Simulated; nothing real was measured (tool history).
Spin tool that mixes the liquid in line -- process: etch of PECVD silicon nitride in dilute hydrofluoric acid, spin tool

run,hour,temperature setpoint of the liquid (°C),parts of water to one part of 49 % hydrofluoric acid (parts by volume),time under the liquid (s),thickness taken off the PECVD silicon nitride on a monitor wafer (nm)
1,0,20,125,270,8.9064
2,5.5,21.5,125,270,9.7872
3,7.1,21.5,155,270,7.9454
4,14.6,20,155,270,7.2421
5,19.8,21.5,150,270,8.2175
6,24,19.5,150,270,7.2225

Predict the results of run 7:
7,25.7,23.5,125,270,?

thickness taken off the PECVD silicon nitride on a monitor wafer (nm): 11.233

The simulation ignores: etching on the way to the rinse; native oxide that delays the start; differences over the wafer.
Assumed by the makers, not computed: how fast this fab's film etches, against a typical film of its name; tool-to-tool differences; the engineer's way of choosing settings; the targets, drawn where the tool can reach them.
